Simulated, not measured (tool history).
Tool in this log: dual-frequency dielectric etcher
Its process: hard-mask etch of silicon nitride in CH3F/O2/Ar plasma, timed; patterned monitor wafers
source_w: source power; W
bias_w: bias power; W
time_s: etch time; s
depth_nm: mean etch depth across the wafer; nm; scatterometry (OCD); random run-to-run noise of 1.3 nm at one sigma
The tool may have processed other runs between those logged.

run    day  source_w  bias_w  time_s  depth_nm
  1      0       450      61   266.5    197.05
  2  0.054       500      62   266.5    206.52
  3  0.238       500      62   266.5    207.66
  4   0.35       460      62   266.5     198.8
  5  0.492       500      63   266.5    209.27
  6    0.6       520      64   266.5    211.72

Run 7 is up next; what results do you expect?
  7  0.942       540      65   266.5         ?

depth_nm: 215.53 nm
